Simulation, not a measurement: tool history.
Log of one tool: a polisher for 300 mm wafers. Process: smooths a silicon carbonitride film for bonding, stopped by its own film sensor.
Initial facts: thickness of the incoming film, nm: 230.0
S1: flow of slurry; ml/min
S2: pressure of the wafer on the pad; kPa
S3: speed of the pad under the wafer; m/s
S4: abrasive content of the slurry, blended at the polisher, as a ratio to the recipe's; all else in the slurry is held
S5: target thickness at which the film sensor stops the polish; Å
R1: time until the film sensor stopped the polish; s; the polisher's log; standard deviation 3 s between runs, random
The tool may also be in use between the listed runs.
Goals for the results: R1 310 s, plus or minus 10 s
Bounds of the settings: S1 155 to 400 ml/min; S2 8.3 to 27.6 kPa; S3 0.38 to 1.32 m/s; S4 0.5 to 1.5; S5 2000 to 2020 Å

run	hour	S1	S2	S3	S4	S5	R1
1	0	255	17.9	0.84	1	2020	123.93
2	3.4	255	15.9	0.76	1	2020	150.45
3	6.6	255	15.9	0.76	1	2020	148.83
4	12.8	255	14.5	0.7	1	2020	170.32
5	14	255	13.1	0.66	1	2020	189.54
6	19.9	255	16.5	0.66	1	2020	153.22
7	24.9	255	15.2	0.62	1	2020	170.57
8	31.4	255	13.8	0.58	1	2020	196.99
9	33	255	12.4	0.56	1	2020	219.46
10	35	250	8.3	0.44	1	2020	361.17
11	40.4	260	8.3	0.44	1	2020	356.24
12	47.5	260	9	0.44	1	2020	333.28
13	54	265	9	0.44	1	2020	328.36
14	62.1	270	9	0.44	1	2020	333.08
15	66	270	10.3	0.44	1	2020	294.64

Which of these 5 next moves meets every target?
A	69.9	240	11	0.38	1.2	2000	?
B	69.9	275	11	0.52	0.9	2000	?
C	69.9	310	9.7	0.38	1.3	2000	?
D	69.9	265	11.7	0.46	0.95	2000	?
E	69.9	320	10.3	0.42	1.05	2020	?

move	R1
A	289.64
B	290.25
C	307.05
D	282.42
E	285.77
A: lands further from the targets than the last run did
B: lands further from the targets than the last run did
C: meets every target
D: lands further from the targets than the last run did
E: lands further from the targets than the last run did
Go with C: it meets all targets.

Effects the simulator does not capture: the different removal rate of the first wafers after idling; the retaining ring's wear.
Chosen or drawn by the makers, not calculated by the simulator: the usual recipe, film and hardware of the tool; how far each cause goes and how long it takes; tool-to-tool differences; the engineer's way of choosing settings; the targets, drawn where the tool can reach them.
